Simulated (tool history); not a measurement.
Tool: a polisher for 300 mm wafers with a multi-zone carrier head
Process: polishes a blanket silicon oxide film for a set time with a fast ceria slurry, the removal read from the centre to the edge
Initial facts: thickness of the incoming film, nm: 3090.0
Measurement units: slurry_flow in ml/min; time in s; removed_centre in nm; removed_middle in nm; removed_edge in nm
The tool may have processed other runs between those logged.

run,hour,slurry_flow,centre_zone,middle_zone,edge_zone,time,removed_centre,removed_middle,removed_edge
1,0.0,125,1.00,1.00,1.00,70,889.46,803.99,827.70
2,4.7,125,1.00,1.00,1.00,57,722.94,653.78,660.97
3,9.3,125,0.92,1.00,1.00,57,664.40,658.16,669.70
4,15.4,125,0.92,1.00,0.97,57,665.35,649.83,649.90
# hour 16.4: centre zone pressure recalibrated
5,16.4,135,0.96,1.00,1.04,63,698.91,730.73,749.75
6,20.3,135,1.04,1.00,1.04,63,734.08,742.37,753.20
7,25.4,145,1.03,0.96,1.02,70,839.49,824.56,833.83

Run 8 is up next; what results do you expect?
8,34.4,145,1.03,0.96,1.02,70,?,?,?

Run 8 measured removed_centre 842.50 nm, removed_middle 797.31 nm, removed_edge 832.07 nm.
